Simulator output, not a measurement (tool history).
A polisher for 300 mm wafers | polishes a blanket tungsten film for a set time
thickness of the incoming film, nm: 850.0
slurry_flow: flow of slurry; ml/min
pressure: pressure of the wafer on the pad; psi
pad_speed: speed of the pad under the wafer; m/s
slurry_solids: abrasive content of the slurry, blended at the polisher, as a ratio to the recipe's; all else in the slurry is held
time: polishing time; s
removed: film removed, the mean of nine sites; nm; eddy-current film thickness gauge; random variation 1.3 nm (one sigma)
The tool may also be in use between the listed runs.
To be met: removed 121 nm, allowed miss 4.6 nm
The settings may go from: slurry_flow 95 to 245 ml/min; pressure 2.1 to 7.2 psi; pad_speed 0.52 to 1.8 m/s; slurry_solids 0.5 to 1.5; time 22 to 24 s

run    day  slurry_flow  pressure  pad_speed  slurry_solids  time  removed
  1      0          155       4.6       1.16              1    24    164.3
  2  0.067          120       4.6       1.16              1    24   159.27
  3  0.188          120       4.2       1.16              1    24   141.37
  4  0.258          120       4.2       1.16           0.85    24   141.57
  5  0.508          140       4.2       1.16           0.85    24   146.67
  6  0.758          140       4.2       1.16           0.85    24   145.21
  7  1.046          135         4       1.16           0.85    24   136.13
  8  1.204          130       3.9       1.16           0.85    24   131.53
  9  1.304          125       3.8       1.16           0.85    24   127.81
 10  1.629          120       3.8       1.16           0.85    24   126.32

4 next moves are on the table. One of them brings every result within its allowed miss. Which?
  A  1.954          130       3.8       1.18            0.8    24        ?
  B  1.954           95       4.4       1.22              1    22        ?
  C  1.954          125       3.9       1.18           0.75    24        ?
  D  1.954           95       4.3       1.12              1    22        ?

move  removed
   A   131.14
   B   135.62
   C   131.73
   D    125.1
A: further off than the last run
B: further off than the last run
C: further off than the last run
D: meets every target
Answer: D
